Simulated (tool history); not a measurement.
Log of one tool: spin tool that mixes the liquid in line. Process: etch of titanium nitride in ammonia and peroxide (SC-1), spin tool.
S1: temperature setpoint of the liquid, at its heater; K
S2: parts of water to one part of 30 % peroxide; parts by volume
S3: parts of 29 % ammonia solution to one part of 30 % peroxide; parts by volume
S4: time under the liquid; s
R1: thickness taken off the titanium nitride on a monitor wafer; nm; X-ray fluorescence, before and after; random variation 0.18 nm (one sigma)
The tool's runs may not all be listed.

{"run": 1, "hour": 0.0, "S1": 334.15, "S2": 17.0, "S3": 0.95, "S4": 115, "R1": 15.244}
{"run": 2, "hour": 5.9, "S1": 334.15, "S2": 17.0, "S3": 0.95, "S4": 125, "R1": 16.425}
{"run": 3, "hour": 13.0, "S1": 330.15, "S2": 17.0, "S3": 0.95, "S4": 125, "R1": 12.724}
{"run": 4, "hour": 20.1, "S1": 335.65, "S2": 17.0, "S3": 0.95, "S4": 125, "R1": 18.242}
{"run": 5, "hour": 23.6, "S1": 335.65, "S2": 17.0, "S3": 1.1, "S4": 125, "R1": 18.788}
{"run": 6, "hour": 30.2, "S1": 330.65, "S2": 17.0, "S3": 1.1, "S4": 125, "R1": 13.372}
{"run": 7, "hour": 36.9, "S1": 333.65, "S2": 17.0, "S3": 1.1, "S4": 125, "R1": 16.506}

Forecast run 8:
{"run": 8, "hour": 43.8, "S1": 335.65, "S2": 17.0, "S3": 1.1, "S4": 125, "R1": "?"}

{"run 8": {"R1": 18.604}}
